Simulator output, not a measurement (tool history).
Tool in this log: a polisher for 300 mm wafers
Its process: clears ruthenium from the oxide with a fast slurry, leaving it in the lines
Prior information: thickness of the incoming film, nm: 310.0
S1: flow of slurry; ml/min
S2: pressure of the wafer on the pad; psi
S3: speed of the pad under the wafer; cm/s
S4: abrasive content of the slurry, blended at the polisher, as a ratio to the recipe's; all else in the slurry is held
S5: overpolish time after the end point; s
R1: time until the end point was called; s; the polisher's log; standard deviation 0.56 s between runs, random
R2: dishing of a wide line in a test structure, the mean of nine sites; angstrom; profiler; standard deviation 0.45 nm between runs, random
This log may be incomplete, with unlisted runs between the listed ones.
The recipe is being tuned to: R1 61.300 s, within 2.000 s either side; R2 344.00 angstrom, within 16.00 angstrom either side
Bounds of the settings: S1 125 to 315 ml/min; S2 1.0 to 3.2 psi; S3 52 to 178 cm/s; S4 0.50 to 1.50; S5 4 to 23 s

run 1 hour=0.0 | S1=205 S2=2.1 S3=114 S4=1.00 S5=12 | R1=78.614 R2=360.94
run 2 hour=6.4 | S1=205 S2=2.1 S3=136 S4=1.00 S5=12 | R1=68.705 R2=394.22
run 3 hour=7.1 | S1=205 S2=1.9 S3=136 S4=1.00 S5=12 | R1=74.899 R2=368.08
run 4 hour=11.6 | S1=210 S2=2.0 S3=136 S4=1.00 S5=11 | R1=71.815 R2=354.09
run 5 hour=13.0 | S1=210 S2=2.0 S3=110 S4=1.00 S5=11 | R1=84.022 R2=309.81
run 6 hour=17.5 | S1=215 S2=2.2 S3=110 S4=1.00 S5=10 | R1=75.843 R2=308.75
run 7 hour=20.7 | S1=225 S2=2.3 S3=110 S4=1.00 S5=10 | R1=73.600 R2=322.57
run 8 hour=21.3 | S1=225 S2=2.4 S3=110 S4=1.00 S5=10 | R1=69.773 R2=335.95
run 9 hour=29.2 | S1=225 S2=2.5 S3=110 S4=1.00 S5=10 | R1=67.885 R2=342.46
run 10 hour=34.9 | S1=225 S2=2.5 S3=110 S4=1.00 S5=10 | R1=68.464 R2=348.02
run 11 hour=42.6 | S1=225 S2=2.6 S3=110 S4=1.00 S5=10 | R1=65.156 R2=349.31
run 12 hour=44.1 | S1=230 S2=2.6 S3=110 S4=1.00 S5=10 | R1=66.116 R2=356.64
run 13 hour=50.6 | S1=235 S2=2.8 S3=110 S4=1.00 S5=8 | R1=59.902 R2=315.18
run 14 hour=57.3 | S1=235 S2=2.8 S3=110 S4=1.00 S5=8 | R1=60.738 R2=316.86

4 next moves are on the table. One of them brings every result within its allowed miss. Which?
run A hour=64.0 | S1=230 S2=3.2 S3=110 S4=0.85 S5=7 | R1=? R2=?
run B hour=64.0 | S1=315 S2=2.6 S3=112 S4=1.20 S5=8 | R1=? R2=?
run C hour=64.0 | S1=310 S2=2.5 S3=104 S4=1.35 S5=7 | R1=? R2=?
run D hour=64.0 | S1=220 S2=2.8 S3=110 S4=1.00 S5=9 | R1=? R2=?

move=A R1=58.537 R2=291.25
move=B R1=57.113 R2=335.22
move=C R1=59.625 R2=286.47
move=D R1=61.047 R2=350.61
A: misses by more than the last run did
B: brings the last run's worst result on target, with another outside its allowed miss
C: misses by more than the last run did
D: all results in spec
Go with D: it meets all targets.
